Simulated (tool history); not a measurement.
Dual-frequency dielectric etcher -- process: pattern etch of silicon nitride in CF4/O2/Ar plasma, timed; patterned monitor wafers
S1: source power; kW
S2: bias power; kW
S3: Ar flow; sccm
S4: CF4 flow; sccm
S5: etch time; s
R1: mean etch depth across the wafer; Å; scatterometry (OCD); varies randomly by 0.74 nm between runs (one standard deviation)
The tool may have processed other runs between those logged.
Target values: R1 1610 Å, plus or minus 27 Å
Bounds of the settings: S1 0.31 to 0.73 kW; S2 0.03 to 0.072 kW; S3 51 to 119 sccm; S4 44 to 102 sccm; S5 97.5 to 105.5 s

run 1 hour=0 | S1=0.52 S2=0.051 S3=85 S4=73 S5=105.5 | R1=2186.5
run 2 hour=4.7 | S1=0.52 S2=0.051 S3=77 S4=73 S5=105.5 | R1=2215.7
run 3 hour=6.8 | S1=0.48 S2=0.051 S3=77 S4=73 S5=105.5 | R1=2085.8
run 4 hour=9.2 | S1=0.45 S2=0.051 S3=77 S4=73 S5=105.5 | R1=1976.6
run 5 hour=18.1 | S1=0.43 S2=0.051 S3=77 S4=73 S5=105.5 | R1=1899.6
run 6 hour=20.7 | S1=0.43 S2=0.047 S3=77 S4=73 S5=105.5 | R1=1849
run 7 hour=28.1 | S1=0.41 S2=0.047 S3=77 S4=73 S5=105.5 | R1=1769.4
run 8 hour=32.7 | S1=0.4 S2=0.047 S3=77 S4=73 S5=105.5 | R1=1739.3
-- hour=33.3 wet clean of the chamber
run 9 hour=33.3 | S1=0.39 S2=0.047 S3=77 S4=73 S5=105.5 | R1=1660.9
run 10 hour=36.6 | S1=0.38 S2=0.047 S3=77 S4=73 S5=105.5 | R1=1649.8

Below are 4 possible settings for the next run. Only one of them brings all results inside the allowed miss of their targets. Which is it?
run A hour=39.9 | S1=0.38 S2=0.049 S3=79 S4=70 S5=105.5 | R1=?
run B hour=39.9 | S1=0.39 S2=0.047 S3=73 S4=73 S5=105.5 | R1=?
run C hour=39.9 | S1=0.44 S2=0.043 S3=82 S4=75 S5=100.5 | R1=?
run D hour=39.9 | S1=0.34 S2=0.06 S3=80 S4=55 S5=105 | R1=?

move=A R1=1660.1
move=B R1=1683.2
move=C R1=1683.7
move=D R1=1618.2
A: misses by more than the last run did
B: misses by more than the last run did
C: misses by more than the last run did
D: all results land within tolerance of their targets
Answer: D

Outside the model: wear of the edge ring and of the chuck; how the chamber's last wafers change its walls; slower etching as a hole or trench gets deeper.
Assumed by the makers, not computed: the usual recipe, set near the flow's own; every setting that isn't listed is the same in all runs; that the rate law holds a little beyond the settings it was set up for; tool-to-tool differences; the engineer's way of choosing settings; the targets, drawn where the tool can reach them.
